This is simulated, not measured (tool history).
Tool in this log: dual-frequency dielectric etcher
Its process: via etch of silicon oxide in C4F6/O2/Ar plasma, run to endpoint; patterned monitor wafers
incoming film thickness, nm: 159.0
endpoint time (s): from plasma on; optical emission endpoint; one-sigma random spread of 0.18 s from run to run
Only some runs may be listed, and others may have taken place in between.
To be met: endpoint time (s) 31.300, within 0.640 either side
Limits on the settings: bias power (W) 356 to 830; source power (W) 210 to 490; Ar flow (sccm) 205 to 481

| run | hour | bias power (W) | source power (W) | Ar flow (sccm) | endpoint time (s) |
|---|---|---|---|---|---|
| 1 | 0.0 | 593 | 350 | 343 | 36.299 |
| 2 | 4.7 | 621 | 350 | 342 | 35.322 |
| 3 | 8.2 | 642 | 350 | 342 | 34.678 |
| 4 | 14.9 | 642 | 350 | 380 | 34.853 |
| 5 | 19.2 | 660 | 350 | 380 | 34.391 |
| 6 | 24.3 | 676 | 350 | 380 | 34.018 |
| 7 | 30.5 | 690 | 350 | 380 | 33.696 |
| 8 | 36.7 | 801 | 360 | 377 | 30.589 |

Exactly one of the 5 candidate moves below puts every result within its allowed miss. Which one?
| A | 42.9 | 819 | 370 | 369 | ? |
| B | 42.9 | 747 | 400 | 379 | ? |
| C | 42.9 | 775 | 360 | 265 | ? |
| D | 42.9 | 803 | 340 | 353 | ? |
| E | 42.9 | 767 | 400 | 336 | ? |

| move | endpoint time (s) |
|---|---|
| A | 29.723 |
| B | 30.096 |
| C | 30.015 |
| D | 31.249 |
| E | 29.306 |
A: further off than the last run
B: further off than the last run
C: further off than the last run
D: in spec on every target
E: further off than the last run
Go with D: it meets all targets.
